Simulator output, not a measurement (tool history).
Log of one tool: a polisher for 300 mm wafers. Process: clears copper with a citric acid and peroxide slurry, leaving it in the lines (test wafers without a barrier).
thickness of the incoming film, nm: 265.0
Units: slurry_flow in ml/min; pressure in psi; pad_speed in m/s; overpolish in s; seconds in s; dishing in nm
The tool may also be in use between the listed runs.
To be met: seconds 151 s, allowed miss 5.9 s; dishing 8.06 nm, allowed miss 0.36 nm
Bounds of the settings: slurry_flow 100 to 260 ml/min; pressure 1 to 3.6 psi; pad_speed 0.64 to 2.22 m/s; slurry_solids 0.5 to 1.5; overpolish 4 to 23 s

run  hour  slurry_flow  pressure  pad_speed  slurry_solids  overpolish  seconds  dishing
  1     0          165       2.3       1.42              1          12   90.125   11.742
  2   5.3          165       2.3       1.42           1.15          12   87.488   11.852
  3  13.2          165       2.1       1.42           1.15          12   95.522   11.507
  4  21.4          165       2.1       1.64           1.15          12   85.646   11.963
  5  24.8          200       2.1       1.64           1.15          12   82.765    12.41
  6  33.1          160       2.1       1.64           1.15          12    85.58   12.228
  7  41.8          160       1.8       1.58           1.15          10   102.58   10.301
  8  42.6          160       1.6       1.58           1.15           9   114.01   9.2233
  9  48.1          155       1.4       1.58           1.15           9   129.44   8.7778
 10  52.2          150       1.3       1.58           1.15           9   136.06   8.4508

Which of these 5 next moves meets every target?
  A  56.3          155       1.7       1.36            1.3           8        ?        ?
  B  56.3          130       1.3       1.46            1.2           9        ?        ?
  C  56.3          135       1.3       1.46           1.15          11        ?        ?
  D  56.3          175       1.1       1.72           1.05          10        ?        ?
  E  56.3          160       1.2       1.64            1.1          10        ?        ?

move  seconds  dishing
   A   118.43    8.656
   B   148.23   8.0674
   C   148.47   9.0863
   D   144.94   8.6762
   E   140.81   8.8439
A: further off than the last run
B: meets every target
C: brings the result that was furthest off to its target, and leaves another outside
D: nearer than the last run, and not there yet
E: nearer than the last run, and not there yet
The right move is B.

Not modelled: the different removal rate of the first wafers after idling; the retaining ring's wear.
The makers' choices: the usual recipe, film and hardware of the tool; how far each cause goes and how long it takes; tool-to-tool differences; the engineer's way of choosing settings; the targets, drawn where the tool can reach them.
